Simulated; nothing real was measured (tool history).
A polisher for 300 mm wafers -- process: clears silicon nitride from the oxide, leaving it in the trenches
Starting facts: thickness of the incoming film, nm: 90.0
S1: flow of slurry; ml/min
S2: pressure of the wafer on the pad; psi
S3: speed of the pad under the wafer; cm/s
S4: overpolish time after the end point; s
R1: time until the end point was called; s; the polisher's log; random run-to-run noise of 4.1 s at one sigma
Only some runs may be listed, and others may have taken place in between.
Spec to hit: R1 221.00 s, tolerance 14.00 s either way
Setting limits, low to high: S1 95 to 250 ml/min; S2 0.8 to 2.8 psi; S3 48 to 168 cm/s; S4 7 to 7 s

run,hour,S1,S2,S3,S4,R1
1,0.0,160,1.8,108,7,129.27
2,4.1,160,1.7,106,7,139.25
3,5.9,160,1.7,106,7,141.76
4,10.1,160,1.6,106,7,147.25
5,17.5,160,1.5,104,7,162.19
6,25.1,160,1.4,104,7,175.46
7,32.1,160,1.3,104,7,185.93
8,32.9,160,1.2,102,7,201.13

Which single option among these 4 for the next run brings every result within its allowed miss of target? Just one does.
A,33.7,150,1.3,110,7,?
B,33.7,155,1.3,106,7,?
C,33.7,110,1.4,104,7,?
D,33.7,160,0.9,122,7,?

move,R1
A,175.57
B,180.89
C,184.97
D,222.59
A: lands further from the targets than the last run did
B: lands further from the targets than the last run did
C: lands further from the targets than the last run did
D: all results land within tolerance of their targets
So the answer is move D, the one that meets all the targets.
